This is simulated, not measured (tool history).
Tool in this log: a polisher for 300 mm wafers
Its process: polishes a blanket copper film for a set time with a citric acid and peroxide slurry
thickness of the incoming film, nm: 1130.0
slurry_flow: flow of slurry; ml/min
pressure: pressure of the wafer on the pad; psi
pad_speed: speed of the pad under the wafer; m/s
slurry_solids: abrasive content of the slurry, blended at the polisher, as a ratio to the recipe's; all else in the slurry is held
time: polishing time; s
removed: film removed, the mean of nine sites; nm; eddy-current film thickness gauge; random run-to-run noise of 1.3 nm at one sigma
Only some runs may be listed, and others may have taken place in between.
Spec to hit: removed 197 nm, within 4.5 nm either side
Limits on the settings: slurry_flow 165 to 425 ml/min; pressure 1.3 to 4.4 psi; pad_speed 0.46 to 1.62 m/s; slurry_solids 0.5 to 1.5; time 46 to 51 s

run,hour,slurry_flow,pressure,pad_speed,slurry_solids,time,removed
1,0,275,2.8,1.04,1,51,132.14
2,7.1,280,3.2,1.04,1,51,154.66
3,15.7,280,3.2,1.04,0.85,51,147.62
4,23.6,280,3.2,1.04,0.85,46,134.02
5,24.5,280,3.2,1.04,0.7,46,128.66
6,30.4,280,3.2,0.8,0.7,46,100.78
7,32.2,285,3.6,0.88,0.7,46,123.36
8,37,290,3.9,0.94,0.7,46,141.58
9,40.4,290,4.1,1,0.7,46,157.93
10,44.4,290,4.2,1.04,0.7,46,167.66
11,46.9,295,4.3,1.08,0.7,46,179.47
12,52.3,295,4.3,1.1,0.7,46,182.05
13,58.6,295,4.3,1.12,0.7,46,186.16
14,65.6,295,4.4,1.14,0.7,46,192.95

5 next moves are on the table. One of them brings every result within its allowed miss. Which?
A,72.6,290,4.4,1.12,0.8,47,?
B,72.6,285,4.4,1.08,0.7,47,?
C,72.6,280,4.3,1.1,0.7,47,?
D,72.6,325,4.3,1.12,0.65,46,?
E,72.6,245,4.1,1.22,0.65,46,?

move,removed
A,196.12
B,184.49
C,183.38
D,182.95
E,184.49
A: meets every target
B: further off than the last run
C: further off than the last run
D: further off than the last run
E: further off than the last run
A is the move that brings every result within its allowed miss.
